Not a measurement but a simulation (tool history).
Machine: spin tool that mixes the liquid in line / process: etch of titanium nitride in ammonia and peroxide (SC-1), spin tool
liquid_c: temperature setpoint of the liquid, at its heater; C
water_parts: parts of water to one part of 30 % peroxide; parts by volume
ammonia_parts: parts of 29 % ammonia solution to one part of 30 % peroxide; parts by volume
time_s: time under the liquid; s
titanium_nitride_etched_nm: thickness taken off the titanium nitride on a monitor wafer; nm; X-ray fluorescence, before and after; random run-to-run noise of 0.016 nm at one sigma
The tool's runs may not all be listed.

run 1 hour=0 | liquid_c=62 water_parts=12 ammonia_parts=0.5 time_s=40 | titanium_nitride_etched_nm=4.1208
run 2 hour=5.3 | liquid_c=60.5 water_parts=12 ammonia_parts=0.5 time_s=40 | titanium_nitride_etched_nm=3.7161
run 3 hour=7.6 | liquid_c=59 water_parts=12 ammonia_parts=0.5 time_s=40 | titanium_nitride_etched_nm=3.3784
run 4 hour=8.7 | liquid_c=62 water_parts=12 ammonia_parts=0.5 time_s=40 | titanium_nitride_etched_nm=4.1041
run 5 hour=14.5 | liquid_c=62 water_parts=12 ammonia_parts=0.5 time_s=30 | titanium_nitride_etched_nm=3.1078
run 6 hour=19 | liquid_c=62 water_parts=12 ammonia_parts=0.5 time_s=40 | titanium_nitride_etched_nm=4.1292
run 7 hour=22.4 | liquid_c=60.5 water_parts=12 ammonia_parts=0.5 time_s=40 | titanium_nitride_etched_nm=3.7868
run 8 hour=28.8 | liquid_c=59 water_parts=12 ammonia_parts=0.5 time_s=40 | titanium_nitride_etched_nm=3.3818
run 9 hour=33.6 | liquid_c=58 water_parts=12 ammonia_parts=0.5 time_s=40 | titanium_nitride_etched_nm=3.1755
run 10 hour=34.6 | liquid_c=57 water_parts=12 ammonia_parts=0.5 time_s=40 | titanium_nitride_etched_nm=3.0087

For run 11, what comes out?
run 11 hour=39.8 | liquid_c=56 water_parts=12 ammonia_parts=0.5 time_s=40 | titanium_nitride_etched_nm=?

Run 11 came out at titanium_nitride_etched_nm 2.7745 nm.
